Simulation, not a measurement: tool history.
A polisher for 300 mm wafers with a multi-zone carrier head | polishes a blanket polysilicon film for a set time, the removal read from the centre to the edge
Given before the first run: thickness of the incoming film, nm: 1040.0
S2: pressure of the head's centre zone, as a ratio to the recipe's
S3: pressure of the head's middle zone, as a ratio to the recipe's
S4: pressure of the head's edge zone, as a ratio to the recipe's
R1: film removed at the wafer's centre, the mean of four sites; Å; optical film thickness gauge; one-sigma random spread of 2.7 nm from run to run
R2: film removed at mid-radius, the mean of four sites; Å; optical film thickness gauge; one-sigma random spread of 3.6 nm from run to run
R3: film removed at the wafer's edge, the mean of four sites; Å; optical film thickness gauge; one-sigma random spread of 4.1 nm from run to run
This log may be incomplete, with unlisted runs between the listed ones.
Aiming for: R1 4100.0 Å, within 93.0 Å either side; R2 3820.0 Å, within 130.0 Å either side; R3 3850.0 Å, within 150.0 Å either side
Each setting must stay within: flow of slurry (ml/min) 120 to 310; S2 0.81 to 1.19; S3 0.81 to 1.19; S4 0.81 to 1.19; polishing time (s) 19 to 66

Run 1, hour 0.0: flow of slurry (ml/min) 200, S2 1.00, S3 1.00, S4 1.00, polishing time (s) 42. Result: R1 3367.0 Å, R2 3299.9 Å, R3 3263.7 Å.
Run 2, hour 1.4: flow of slurry (ml/min) 220, S2 1.03, S3 1.02, S4 1.05, polishing time (s) 43. Result: R1 3679.0 Å, R2 3481.5 Å, R3 3491.9 Å.
Run 3, hour 2.0: flow of slurry (ml/min) 220, S2 1.03, S3 0.99, S4 1.05, polishing time (s) 43. Result: R1 3635.5 Å, R2 3438.1 Å, R3 3464.0 Å.
Run 4, hour 9.4: flow of slurry (ml/min) 220, S2 0.99, S3 0.99, S4 1.05, polishing time (s) 43. Result: R1 3539.5 Å, R2 3398.9 Å, R3 3472.9 Å.
Run 5, hour 12.2: flow of slurry (ml/min) 220, S2 1.07, S3 0.99, S4 1.05, polishing time (s) 43. Result: R1 3806.9 Å, R2 3373.8 Å, R3 3495.0 Å.
Run 6, hour 17.0: flow of slurry (ml/min) 220, S2 1.07, S3 0.99, S4 1.01, polishing time (s) 43. Result: R1 3788.1 Å, R2 3388.3 Å, R3 3458.1 Å.
Run 7, hour 21.9: flow of slurry (ml/min) 240, S2 1.06, S3 1.01, S4 1.05, polishing time (s) 43. Result: R1 3821.6 Å, R2 3435.1 Å, R3 3483.1 Å.
Run 8, hour 22.6: flow of slurry (ml/min) 230, S2 1.06, S3 1.03, S4 1.08, polishing time (s) 44. Result: R1 3858.6 Å, R2 3630.4 Å, R3 3683.8 Å.
Run 9, hour 25.7: flow of slurry (ml/min) 245, S2 1.07, S3 1.04, S4 1.09, polishing time (s) 44. Result: R1 3945.3 Å, R2 3644.9 Å, R3 3726.5 Å.
Run 10, hour 29.5: flow of slurry (ml/min) 255, S2 1.07, S3 1.05, S4 1.09, polishing time (s) 44. Result: R1 3963.3 Å, R2 3673.7 Å, R3 3631.3 Å.
Run 11, hour 35.9: flow of slurry (ml/min) 255, S2 1.08, S3 1.06, S4 1.11, polishing time (s) 44. Result: R1 4031.4 Å, R2 3654.4 Å, R3 3592.5 Å.

Exercise: of the 4 proposed moves below, exactly one satisfies all targets within the stated allowed misses. Which move is it?
Run A, hour 42.3: flow of slurry (ml/min) 275, S2 1.14, S3 1.18, S4 1.02, polishing time (s) 41. Result: R1 ?, R2 ?, R3 ?.
Run B, hour 42.3: flow of slurry (ml/min) 235, S2 0.97, S3 1.06, S4 1.13, polishing time (s) 51. Result: R1 ?, R2 ?, R3 ?.
Run C, hour 42.3: flow of slurry (ml/min) 255, S2 1.07, S3 1.06, S4 1.14, polishing time (s) 45. Result: R1 ?, R2 ?, R3 ?.
Run D, hour 42.3: flow of slurry (ml/min) 245, S2 1.04, S3 1.11, S4 1.06, polishing time (s) 47. Result: R1 ?, R2 ?, R3 ?.

move      R1      R2      R3
   A  4011.5  3731.5  3369.8
   B  4149.4  4223.4  4315.5
   C  4088.1  3763.0  3851.9
   D  4127.8  4041.1  3886.1
A: its largest miss is bigger than the last run's
B: the result that was furthest off in the last run now lies on the other side of its target
C: meets every target
D: brings the result that was furthest off to its target, and leaves another outside
Correct choice: C, which meets every target
